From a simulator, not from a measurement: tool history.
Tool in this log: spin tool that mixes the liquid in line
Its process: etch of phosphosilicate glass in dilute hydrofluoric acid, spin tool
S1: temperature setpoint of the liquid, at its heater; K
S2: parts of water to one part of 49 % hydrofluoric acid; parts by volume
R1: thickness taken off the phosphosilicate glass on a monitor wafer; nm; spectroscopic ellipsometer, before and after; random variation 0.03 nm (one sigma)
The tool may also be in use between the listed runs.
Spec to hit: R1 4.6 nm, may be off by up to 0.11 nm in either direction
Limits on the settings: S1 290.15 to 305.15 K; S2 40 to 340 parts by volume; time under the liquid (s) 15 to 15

{"run": 1, "hour": 0.0, "S1": 297.15, "S2": 190, "time under the liquid (s)": 15, "R1": 6.7198}
{"run": 2, "hour": 7.7, "S1": 296.15, "S2": 195, "time under the liquid (s)": 15, "R1": 6.2365}
{"run": 3, "hour": 15.6, "S1": 295.15, "S2": 195, "time under the liquid (s)": 15, "R1": 6.0416}
{"run": 4, "hour": 18.4, "S1": 294.65, "S2": 195, "time under the liquid (s)": 15, "R1": 5.9742}
{"run": 5, "hour": 23.0, "S1": 294.15, "S2": 200, "time under the liquid (s)": 15, "R1": 5.6247}
{"run": 6, "hour": 30.5, "S1": 293.65, "S2": 200, "time under the liquid (s)": 15, "R1": 5.5376}
{"run": 7, "hour": 38.5, "S1": 293.15, "S2": 200, "time under the liquid (s)": 15, "R1": 5.4046}
{"run": 8, "hour": 42.7, "S1": 292.65, "S2": 200, "time under the liquid (s)": 15, "R1": 5.2693}
{"run": 9, "hour": 51.6, "S1": 292.15, "S2": 200, "time under the liquid (s)": 15, "R1": 5.2233}
{"run": 10, "hour": 60.6, "S1": 291.65, "S2": 200, "time under the liquid (s)": 15, "R1": 5.156}
{"run": 11, "hour": 63.2, "S1": 290.65, "S2": 205, "time under the liquid (s)": 15, "R1": 4.7636}

Which single option among these 4 for the next run brings every result within its allowed miss of target? Just one does.
{"run": "A", "hour": 65.8, "S1": 290.15, "S2": 185, "time under the liquid (s)": 15, "R1": "?"}
{"run": "B", "hour": 65.8, "S1": 294.15, "S2": 225, "time under the liquid (s)": 15, "R1": "?"}
{"run": "C", "hour": 65.8, "S1": 294.15, "S2": 235, "time under the liquid (s)": 15, "R1": "?"}
{"run": "D", "hour": 65.8, "S1": 290.15, "S2": 195, "time under the liquid (s)": 15, "R1": "?"}

move=A R1=5.2939
move=B R1=4.8956
move=C R1=4.6419
move=D R1=4.9761
A: the biggest miss grows against the last run
B: the biggest miss grows against the last run
C: all results in spec
D: the biggest miss grows against the last run
The right move is C.

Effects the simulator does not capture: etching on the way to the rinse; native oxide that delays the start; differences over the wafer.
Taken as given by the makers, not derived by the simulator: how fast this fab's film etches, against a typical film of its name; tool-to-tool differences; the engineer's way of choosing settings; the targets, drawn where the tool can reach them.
